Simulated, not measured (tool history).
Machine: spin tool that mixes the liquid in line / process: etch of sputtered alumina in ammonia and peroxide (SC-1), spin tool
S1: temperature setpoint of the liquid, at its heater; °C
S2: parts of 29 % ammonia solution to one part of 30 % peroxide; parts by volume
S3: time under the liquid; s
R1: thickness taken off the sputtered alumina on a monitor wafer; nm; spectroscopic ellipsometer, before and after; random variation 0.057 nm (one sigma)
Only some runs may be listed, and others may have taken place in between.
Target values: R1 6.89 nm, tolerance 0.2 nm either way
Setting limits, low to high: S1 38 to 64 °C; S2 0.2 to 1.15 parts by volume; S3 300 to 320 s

Run 1, day 0: S1 48 °C, S2 0.65 parts by volume, S3 300 s. Result: R1 10.192 nm.
Run 2, day 0.329: S1 46.5 °C, S2 0.65 parts by volume, S3 300 s. Result: R1 9.509 nm.
Run 3, day 0.683: S1 53 °C, S2 0.65 parts by volume, S3 300 s. Result: R1 13.427 nm.
Run 4, day 0.979: S1 53 °C, S2 0.65 parts by volume, S3 320 s. Result: R1 14.377 nm.
Run 5, day 1.096: S1 49.5 °C, S2 0.65 parts by volume, S3 320 s. Result: R1 11.943 nm.
Run 6, day 1.125: S1 47 °C, S2 0.65 parts by volume, S3 320 s. Result: R1 10.344 nm.
Run 7, day 1.5: S1 45.5 °C, S2 0.65 parts by volume, S3 320 s. Result: R1 9.5353 nm.
Run 8, day 1.825: S1 44 °C, S2 0.65 parts by volume, S3 320 s. Result: R1 8.7259 nm.
Run 9, day 1.954: S1 39 °C, S2 0.65 parts by volume, S3 320 s. Result: R1 6.5928 nm.

Pick the move, out of 5, that brings all results within their allowed miss; only one does.
Run A, day 2.083: S1 40.5 °C, S2 0.45 parts by volume, S3 300 s. Result: R1 ?.
Run B, day 2.083: S1 39.5 °C, S2 0.55 parts by volume, S3 310 s. Result: R1 ?.
Run C, day 2.083: S1 39 °C, S2 0.6 parts by volume, S3 320 s. Result: R1 ?.
Run D, day 2.083: S1 42.5 °C, S2 0.35 parts by volume, S3 315 s. Result: R1 ?.
Run E, day 2.083: S1 41.5 °C, S2 0.4 parts by volume, S3 305 s. Result: R1 ?.

move      R1
   A  6.3699
   B   6.325
   C  6.3911
   D  7.3389
   E  6.7902
A: misses by more than the last run did
B: misses by more than the last run did
C: misses by more than the last run did
D: pushes the last run's worst result past its target
E: every result lands within tolerance
Correct choice: E, which meets every target
